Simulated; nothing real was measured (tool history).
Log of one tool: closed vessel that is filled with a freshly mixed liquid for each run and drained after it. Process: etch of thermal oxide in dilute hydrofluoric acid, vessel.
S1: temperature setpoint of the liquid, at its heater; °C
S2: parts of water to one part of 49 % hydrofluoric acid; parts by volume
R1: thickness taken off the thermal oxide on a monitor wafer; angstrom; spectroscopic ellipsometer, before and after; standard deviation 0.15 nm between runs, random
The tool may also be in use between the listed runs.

run 1 day=0.000 | S1=20.0 S2=280 time_in_the_liquid_(s)=1245 | R1=147.980
run 2 day=0.354 | S1=21.0 S2=275 time_in_the_liquid_(s)=1245 | R1=158.860
run 3 day=0.467 | S1=21.5 S2=270 time_in_the_liquid_(s)=1245 | R1=165.730
run 4 day=0.742 | S1=21.5 S2=365 time_in_the_liquid_(s)=1245 | R1=112.790
run 5 day=0.800 | S1=22.0 S2=355 time_in_the_liquid_(s)=1245 | R1=118.450
run 6 day=1.054 | S1=22.0 S2=425 time_in_the_liquid_(s)=1245 | R1=92.968
run 7 day=1.271 | S1=22.5 S2=405 time_in_the_liquid_(s)=1245 | R1=101.760
run 8 day=1.412 | S1=23.0 S2=390 time_in_the_liquid_(s)=1245 | R1=106.710
run 9 day=1.462 | S1=23.5 S2=370 time_in_the_liquid_(s)=1245 | R1=118.030
run 10 day=1.538 | S1=24.0 S2=355 time_in_the_liquid_(s)=1245 | R1=126.760
run 11 day=1.796 | S1=24.5 S2=340 time_in_the_liquid_(s)=1245 | R1=136.810
run 12 day=1.975 | S1=25.0 S2=330 time_in_the_liquid_(s)=1245 | R1=145.120
run 13 day=2.217 | S1=25.5 S2=320 time_in_the_liquid_(s)=1245 | R1=152.370

What does the tool deliver on the next run?
run 14 day=2.583 | S1=25.5 S2=310 time_in_the_liquid_(s)=1245 | R1=?

Run 14 yielded R1 158.750 angstrom.

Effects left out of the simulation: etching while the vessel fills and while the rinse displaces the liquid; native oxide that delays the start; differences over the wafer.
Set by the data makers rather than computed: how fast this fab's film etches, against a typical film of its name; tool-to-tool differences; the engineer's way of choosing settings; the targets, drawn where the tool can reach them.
